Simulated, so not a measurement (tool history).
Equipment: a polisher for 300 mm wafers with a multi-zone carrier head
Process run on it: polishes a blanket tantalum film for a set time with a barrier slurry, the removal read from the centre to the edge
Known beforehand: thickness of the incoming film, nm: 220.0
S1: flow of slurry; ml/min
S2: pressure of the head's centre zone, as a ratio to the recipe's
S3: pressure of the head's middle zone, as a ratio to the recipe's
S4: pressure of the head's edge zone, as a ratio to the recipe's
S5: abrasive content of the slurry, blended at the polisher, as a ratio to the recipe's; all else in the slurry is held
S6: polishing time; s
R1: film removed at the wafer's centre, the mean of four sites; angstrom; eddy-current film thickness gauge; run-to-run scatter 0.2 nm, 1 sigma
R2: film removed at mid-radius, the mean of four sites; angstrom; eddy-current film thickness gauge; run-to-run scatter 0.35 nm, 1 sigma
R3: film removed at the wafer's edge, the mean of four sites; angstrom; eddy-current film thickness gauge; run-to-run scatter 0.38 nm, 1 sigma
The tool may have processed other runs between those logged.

| run | hour | S1 | S2 | S3 | S4 | S5 | S6 | R1 | R2 | R3 |
|---|---|---|---|---|---|---|---|---|---|---|
| 1 | 0.0 | 140 | 1.00 | 1.00 | 1.00 | 1.00 | 38 | 430.70 | 444.92 | 412.35 |
| 2 | 6.0 | 140 | 1.07 | 1.00 | 1.00 | 1.00 | 38 | 454.86 | 440.31 | 419.66 |
| 3 | 9.1 | 125 | 1.01 | 0.97 | 1.02 | 0.85 | 35 | 373.49 | 370.88 | 367.02 |
| 4 | 16.4 | 150 | 1.01 | 0.97 | 1.02 | 0.85 | 35 | 397.10 | 386.41 | 371.72 |
| 5 | 20.1 | 150 | 1.01 | 0.97 | 1.06 | 0.85 | 35 | 390.97 | 380.89 | 392.96 |
| 6 | 25.7 | 150 | 1.01 | 0.97 | 1.06 | 1.05 | 35 | 409.37 | 409.10 | 411.32 |
| 7 | 32.3 | 135 | 0.96 | 0.96 | 1.05 | 0.90 | 33 | 343.13 | 357.46 | 362.96 |

Run 8 is up next; what results do you expect?
| 8 | 37.0 | 100 | 0.86 | 0.89 | 0.95 | 0.65 | 28 | ? | ? | ? |

{"run 8": {"R1": 220.69, "R2": 241.49, "R3": 249.67}}
